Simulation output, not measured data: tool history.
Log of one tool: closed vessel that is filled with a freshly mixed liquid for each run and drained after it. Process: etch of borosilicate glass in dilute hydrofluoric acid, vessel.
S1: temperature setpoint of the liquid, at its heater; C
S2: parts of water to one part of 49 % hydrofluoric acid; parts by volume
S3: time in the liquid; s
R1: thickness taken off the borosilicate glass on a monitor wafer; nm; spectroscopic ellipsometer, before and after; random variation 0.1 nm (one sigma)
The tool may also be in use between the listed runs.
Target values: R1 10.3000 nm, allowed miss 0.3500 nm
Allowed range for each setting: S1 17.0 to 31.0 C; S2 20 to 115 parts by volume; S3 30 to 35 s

Run 1, hour 0.0: S1 23.0 C, S2 65 parts by volume, S3 35 s. Result: R1 19.1380 nm.
Run 2, hour 2.6: S1 23.0 C, S2 65 parts by volume, S3 30 s. Result: R1 16.1920 nm.
Run 3, hour 5.1: S1 23.0 C, S2 65 parts by volume, S3 35 s. Result: R1 18.6350 nm.
Run 4, hour 7.2: S1 21.5 C, S2 70 parts by volume, S3 35 s. Result: R1 16.5870 nm.
Run 5, hour 10.3: S1 20.5 C, S2 80 parts by volume, S3 35 s. Result: R1 13.9470 nm.
Run 6, hour 14.8: S1 20.5 C, S2 80 parts by volume, S3 30 s. Result: R1 11.6730 nm.
Run 7, hour 16.8: S1 19.5 C, S2 80 parts by volume, S3 30 s. Result: R1 11.0180 nm.
Run 8, hour 18.9: S1 19.0 C, S2 80 parts by volume, S3 30 s. Result: R1 11.2290 nm.
Run 9, hour 25.9: S1 18.5 C, S2 80 parts by volume, S3 30 s. Result: R1 10.7980 nm.

Which one of the following 5 next-run settings gets every result inside its allowed miss? There is exactly one.
Run A, hour 32.9: S1 19.0 C, S2 85 parts by volume, S3 30 s. Result: R1 ?.
Run B, hour 32.9: S1 20.0 C, S2 95 parts by volume, S3 35 s. Result: R1 ?.
Run C, hour 32.9: S1 17.5 C, S2 85 parts by volume, S3 35 s. Result: R1 ?.
Run D, hour 32.9: S1 17.0 C, S2 85 parts by volume, S3 30 s. Result: R1 ?.
Run E, hour 32.9: S1 17.5 C, S2 100 parts by volume, S3 35 s. Result: R1 ?.

move       R1
   A  10.2930
   B  11.0750
   C  11.2730
   D   9.4595
   E   9.4303
A: meets every target
B: further off than the last run
C: further off than the last run
D: pushes the last run's worst result past its target
E: pushes the last run's worst result past its target
So the answer is move A, the one that meets all the targets.
